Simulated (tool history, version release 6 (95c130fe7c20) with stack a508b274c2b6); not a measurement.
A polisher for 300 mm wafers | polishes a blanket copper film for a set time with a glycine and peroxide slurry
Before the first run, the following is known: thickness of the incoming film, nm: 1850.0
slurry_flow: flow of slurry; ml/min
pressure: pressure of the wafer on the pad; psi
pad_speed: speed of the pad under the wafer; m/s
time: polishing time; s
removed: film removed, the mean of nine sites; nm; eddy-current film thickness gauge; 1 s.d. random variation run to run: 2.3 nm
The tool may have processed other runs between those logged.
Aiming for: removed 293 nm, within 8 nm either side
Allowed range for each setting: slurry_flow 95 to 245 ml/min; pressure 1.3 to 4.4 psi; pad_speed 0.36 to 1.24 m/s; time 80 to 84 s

| run | hour | slurry_flow | pressure | pad_speed | time | removed |
|---|---|---|---|---|---|---|
| 1 | 0 | 155 | 2.8 | 0.8 | 80 | 397.45 |
| 2 | 1 | 135 | 2.8 | 0.8 | 80 | 382.71 |
| 3 | 8 | 135 | 2.4 | 0.8 | 80 | 341.99 |
| 4 | 12 | 135 | 2.4 | 0.8 | 84 | 359.55 |
| 5 | 15.9 | 135 | 2.4 | 0.8 | 80 | 340.35 |
| 6 | 17.8 | 135 | 2.9 | 0.8 | 80 | 393.9 |
| 7 | 19.5 | 130 | 2.8 | 0.8 | 80 | 382.61 |
| 8 | 28.1 | 130 | 2.7 | 0.8 | 80 | 371.96 |
| 9 | 34.1 | 130 | 2.6 | 0.8 | 80 | 359.95 |
| 10 | 35.7 | 130 | 2.5 | 0.8 | 80 | 352.77 |

Exercise: of the 4 proposed moves below, exactly one satisfies all targets within the stated allowed misses. Which move is it?
| A | 37.3 | 120 | 2.4 | 1 | 84 | ? |
| B | 37.3 | 130 | 2.9 | 0.5 | 84 | ? |
| C | 37.3 | 135 | 2.4 | 0.94 | 84 | ? |
| D | 37.3 | 135 | 2.5 | 0.74 | 80 | ? |

| move | removed |
|---|---|
| A | 420.23 |
| B | 290.48 |
| C | 407.45 |
| D | 332.74 |
A: further off than the last run
B: every result lands within tolerance
C: further off than the last run
D: moves toward the targets from the last run without getting all of them in spec
Correct choice: B, which meets every target

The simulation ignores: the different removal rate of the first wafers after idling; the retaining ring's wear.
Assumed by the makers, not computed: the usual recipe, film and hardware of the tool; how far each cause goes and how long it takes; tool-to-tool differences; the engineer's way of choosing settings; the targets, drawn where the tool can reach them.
